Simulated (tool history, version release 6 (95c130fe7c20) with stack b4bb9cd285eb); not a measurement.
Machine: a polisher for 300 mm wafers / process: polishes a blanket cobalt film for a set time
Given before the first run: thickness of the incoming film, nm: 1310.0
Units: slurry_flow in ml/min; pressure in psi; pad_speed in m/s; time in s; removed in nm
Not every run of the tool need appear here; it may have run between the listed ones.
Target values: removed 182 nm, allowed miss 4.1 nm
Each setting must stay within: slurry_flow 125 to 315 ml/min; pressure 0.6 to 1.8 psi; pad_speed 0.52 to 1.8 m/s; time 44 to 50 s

{"run": 1, "hour": 0.0, "slurry_flow": 205, "pressure": 1.2, "pad_speed": 1.16, "time": 50, "removed": 177.48}
{"run": 2, "hour": 6.7, "slurry_flow": 205, "pressure": 1.2, "pad_speed": 0.98, "time": 50, "removed": 151.82}
{"run": 3, "hour": 8.0, "slurry_flow": 205, "pressure": 1.4, "pad_speed": 0.98, "time": 50, "removed": 169.96}
{"run": 4, "hour": 14.1, "slurry_flow": 205, "pressure": 1.4, "pad_speed": 0.98, "time": 50, "removed": 169.96}
{"run": 5, "hour": 18.5, "slurry_flow": 210, "pressure": 1.4, "pad_speed": 0.98, "time": 50, "removed": 171.22}
{"run": 6, "hour": 20.9, "slurry_flow": 215, "pressure": 1.4, "pad_speed": 0.98, "time": 50, "removed": 173.24}
{"hour": 25.6, "done": "worn pad replaced by a new one"}
{"run": 7, "hour": 25.6, "slurry_flow": 250, "pressure": 1.4, "pad_speed": 0.98, "time": 50, "removed": 195.42}
{"run": 8, "hour": 32.0, "slurry_flow": 245, "pressure": 1.4, "pad_speed": 0.98, "time": 50, "removed": 196.16}
{"run": 9, "hour": 34.8, "slurry_flow": 240, "pressure": 1.4, "pad_speed": 0.98, "time": 50, "removed": 200.22}
{"run": 10, "hour": 41.9, "slurry_flow": 235, "pressure": 1.4, "pad_speed": 0.98, "time": 50, "removed": 195.91}
{"run": 11, "hour": 47.6, "slurry_flow": 230, "pressure": 1.4, "pad_speed": 0.98, "time": 50, "removed": 193.4}

Which one of the following 5 next-run settings gets every result inside its allowed miss? There is exactly one.
{"run": "A", "hour": 53.3, "slurry_flow": 230, "pressure": 1.3, "pad_speed": 1.22, "time": 48, "removed": "?"}
{"run": "B", "hour": 53.3, "slurry_flow": 255, "pressure": 1.4, "pad_speed": 0.9, "time": 48, "removed": "?"}
{"run": "C", "hour": 53.3, "slurry_flow": 230, "pressure": 1.3, "pad_speed": 1, "time": 46, "removed": "?"}
{"run": "D", "hour": 53.3, "slurry_flow": 195, "pressure": 1.3, "pad_speed": 1.14, "time": 48, "removed": "?"}
{"run": "E", "hour": 53.3, "slurry_flow": 265, "pressure": 1.5, "pad_speed": 0.88, "time": 48, "removed": "?"}

move=A removed=218.6
move=B removed=175.08
move=C removed=172.8
move=D removed=200.12
move=E removed=182.08
A: lands further from the targets than the last run did
B: takes the result that was furthest off past its target
C: takes the result that was furthest off past its target
D: lands further from the targets than the last run did
E: all results in spec
The right move is E.

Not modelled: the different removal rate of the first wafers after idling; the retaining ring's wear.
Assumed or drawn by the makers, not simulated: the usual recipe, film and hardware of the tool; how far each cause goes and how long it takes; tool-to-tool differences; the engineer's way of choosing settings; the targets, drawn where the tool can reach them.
